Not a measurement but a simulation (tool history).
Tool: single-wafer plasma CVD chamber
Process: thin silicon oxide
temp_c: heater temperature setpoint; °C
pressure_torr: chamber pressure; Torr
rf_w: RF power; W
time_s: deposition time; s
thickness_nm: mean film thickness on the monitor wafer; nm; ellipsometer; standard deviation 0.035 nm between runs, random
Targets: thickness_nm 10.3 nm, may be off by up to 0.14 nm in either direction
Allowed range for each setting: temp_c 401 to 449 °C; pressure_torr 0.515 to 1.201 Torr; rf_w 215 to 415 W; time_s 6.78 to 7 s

run	hour	temp_c	pressure_torr	rf_w	time_s	thickness_nm
1	0	425	0.858	315	6.78	12.916
2	2.1	425	0.986	315	6.78	14.621
3	5.8	418	0.986	315	6.78	14.69
4	11.2	418	0.986	295	6.78	14.436
5	19.4	418	1.067	295	6.78	15.359
6	20.4	418	1.067	320	6.78	15.824
7	23.9	418	1.003	320	6.78	14.97
8	26.4	418	0.948	320	6.78	14.457
9	34.7	418	0.948	320	6.78	14.42
10	37.3	420	0.901	320	6.78	13.593
11	45.4	420	0.863	320	6.78	13.088
12	52.8	420	0.691	315	6.78	10.171
13	57.7	420	0.692	315	6.78	10.153
14	61.8	420	0.693	315	6.78	10.198

Next run, 5 choices. One meets every target within its allowed miss, the rest don't. Which?
A	65.9	428	0.706	255	6.97	?
B	65.9	426	0.697	290	6.85	?
C	65.9	411	0.712	315	6.86	?
D	65.9	435	0.657	390	6.78	?
E	65.9	427	0.697	335	6.78	?

move	thickness_nm
A	9.9708
B	10.042
C	10.704
D	9.9928
E	10.369
A: misses by more than the last run did
B: misses by more than the last run did
C: moves the result that the last run missed by most past its target, out the other side
D: misses by more than the last run did
E: hits every target within its allowed miss
Correct choice: E, which meets every target

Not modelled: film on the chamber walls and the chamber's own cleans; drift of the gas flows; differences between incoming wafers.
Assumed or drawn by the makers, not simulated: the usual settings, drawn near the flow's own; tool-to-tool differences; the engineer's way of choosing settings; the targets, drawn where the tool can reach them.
